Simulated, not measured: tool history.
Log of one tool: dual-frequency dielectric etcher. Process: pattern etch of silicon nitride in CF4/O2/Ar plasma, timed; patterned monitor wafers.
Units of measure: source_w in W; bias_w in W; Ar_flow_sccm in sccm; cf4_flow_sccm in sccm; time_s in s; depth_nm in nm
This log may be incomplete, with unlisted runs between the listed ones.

run 1 hour=0.0 | source_w=660 bias_w=60 Ar_flow_sccm=113 cf4_flow_sccm=135 time_s=17.5 | depth_nm=46.442
run 2 hour=2.4 | source_w=660 bias_w=60 Ar_flow_sccm=113 cf4_flow_sccm=123 time_s=17.5 | depth_nm=46.177
run 3 hour=3.2 | source_w=690 bias_w=60 Ar_flow_sccm=113 cf4_flow_sccm=123 time_s=17.5 | depth_nm=48.231
run 4 hour=11.7 | source_w=710 bias_w=60 Ar_flow_sccm=113 cf4_flow_sccm=123 time_s=17.5 | depth_nm=49.519
run 5 hour=16.6 | source_w=730 bias_w=60 Ar_flow_sccm=113 cf4_flow_sccm=123 time_s=17.5 | depth_nm=51.448
run 6 hour=25.6 | source_w=730 bias_w=60 Ar_flow_sccm=113 cf4_flow_sccm=123 time_s=17.5 | depth_nm=51.046
run 7 hour=31.9 | source_w=750 bias_w=60 Ar_flow_sccm=113 cf4_flow_sccm=123 time_s=17.5 | depth_nm=52.856

Run 8 has not been measured yet. What should we expect?
run 8 hour=36.3 | source_w=760 bias_w=60 Ar_flow_sccm=113 cf4_flow_sccm=123 time_s=17.5 | depth_nm=?

{"run 8": {"depth_nm": 53.168}}
